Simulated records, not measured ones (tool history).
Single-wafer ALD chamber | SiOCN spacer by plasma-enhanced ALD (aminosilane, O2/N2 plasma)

run    day  heater temperature setpoint (K)  number of ALD cycles (cycles)  mean film thickness on the monitor wafer (nm)
  1  0.000                           658.15                             50                                         3.1062
  2  0.121                           658.15                             56                                         3.4990
  3  0.433                           658.15                             49                                         3.0447
  4  0.492                           658.15                             42                                         2.6106
  5  0.808                           658.15                             40                                         2.4891
  6  0.892                           652.15                             40                                         2.4866

For run 7, what comes out?
  7  0.958                           652.15                             39                                              ?

mean film thickness on the monitor wafer (nm): 2.4204

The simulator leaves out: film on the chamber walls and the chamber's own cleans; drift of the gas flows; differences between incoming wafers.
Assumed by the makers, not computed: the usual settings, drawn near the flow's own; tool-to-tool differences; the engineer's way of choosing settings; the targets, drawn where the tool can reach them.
